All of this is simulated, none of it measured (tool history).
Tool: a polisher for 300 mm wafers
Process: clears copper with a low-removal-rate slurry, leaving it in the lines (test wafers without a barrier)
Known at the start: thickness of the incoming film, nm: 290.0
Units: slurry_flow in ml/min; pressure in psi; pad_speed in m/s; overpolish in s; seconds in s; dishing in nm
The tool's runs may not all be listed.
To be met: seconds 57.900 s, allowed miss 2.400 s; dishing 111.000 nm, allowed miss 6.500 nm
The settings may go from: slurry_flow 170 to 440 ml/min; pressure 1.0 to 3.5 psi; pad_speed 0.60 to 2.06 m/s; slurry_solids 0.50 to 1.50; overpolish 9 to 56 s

| run | hour | slurry_flow | pressure | pad_speed | slurry_solids | overpolish | seconds | dishing |
|---|---|---|---|---|---|---|---|---|
| 1 | 0.0 | 280 | 2.2 | 1.32 | 1.00 | 29 | 93.722 | 61.430 |
| 2 | 8.5 | 280 | 2.2 | 1.12 | 1.00 | 29 | 107.400 | 53.481 |
| 3 | 11.4 | 280 | 2.6 | 1.14 | 1.00 | 31 | 93.132 | 64.959 |
| 4 | 19.3 | 280 | 2.4 | 1.14 | 1.00 | 31 | 98.465 | 60.066 |
| 5 | 23.3 | 280 | 2.8 | 1.20 | 1.00 | 33 | 78.672 | 75.930 |
| 6 | 24.2 | 280 | 2.8 | 1.20 | 1.00 | 39 | 80.113 | 82.808 |
| 7 | 27.6 | 280 | 3.0 | 1.22 | 1.00 | 39 | 75.195 | 87.324 |
| 8 | 30.2 | 280 | 3.2 | 1.26 | 1.00 | 40 | 68.619 | 95.008 |

Which of these 5 next moves meets every target?
| A | 32.8 | 310 | 3.3 | 1.46 | 0.90 | 24 | ? | ? |
| B | 32.8 | 285 | 3.4 | 1.30 | 1.05 | 32 | ? | ? |
| C | 32.8 | 255 | 3.3 | 1.18 | 1.00 | 44 | ? | ? |
| D | 32.8 | 265 | 3.4 | 1.42 | 1.05 | 31 | ? | ? |
| E | 32.8 | 265 | 3.5 | 1.40 | 0.90 | 42 | ? | ? |

| move | seconds | dishing |
|---|---|---|
| A | 57.925 | 76.649 |
| B | 61.626 | 90.004 |
| C | 71.225 | 100.200 |
| D | 57.007 | 92.793 |
| E | 57.877 | 111.130 |
A: brings the result that was furthest off to its target, and leaves another outside
B: nearer than the last run, and not there yet
C: further off than the last run
D: brings the result that was furthest off to its target, and leaves another outside
E: meets every target
Answer: E

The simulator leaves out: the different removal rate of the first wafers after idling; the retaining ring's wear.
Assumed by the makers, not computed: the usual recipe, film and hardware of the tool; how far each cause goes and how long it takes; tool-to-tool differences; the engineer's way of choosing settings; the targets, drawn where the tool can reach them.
